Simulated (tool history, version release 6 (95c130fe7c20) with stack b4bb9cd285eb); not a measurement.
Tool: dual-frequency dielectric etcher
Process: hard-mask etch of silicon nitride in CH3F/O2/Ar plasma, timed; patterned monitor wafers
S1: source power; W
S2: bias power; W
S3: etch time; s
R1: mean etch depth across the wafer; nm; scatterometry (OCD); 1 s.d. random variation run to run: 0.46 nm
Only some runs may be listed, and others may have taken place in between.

run,hour,S1,S2,S3,R1
1,0,450,53,146.5,97.683
2,8.3,490,54,146.5,102.58
3,9.2,530,54,146.5,106.04
4,14.2,540,54,146.5,107.07
5,15.2,550,54,146.5,107.56
6,15.9,560,54,146.5,109.2
7,18.6,560,54,146.5,108.15

For run 8, what comes out?
8,21.4,560,54,146.5,?

{"run 8": {"R1": 108.8}}

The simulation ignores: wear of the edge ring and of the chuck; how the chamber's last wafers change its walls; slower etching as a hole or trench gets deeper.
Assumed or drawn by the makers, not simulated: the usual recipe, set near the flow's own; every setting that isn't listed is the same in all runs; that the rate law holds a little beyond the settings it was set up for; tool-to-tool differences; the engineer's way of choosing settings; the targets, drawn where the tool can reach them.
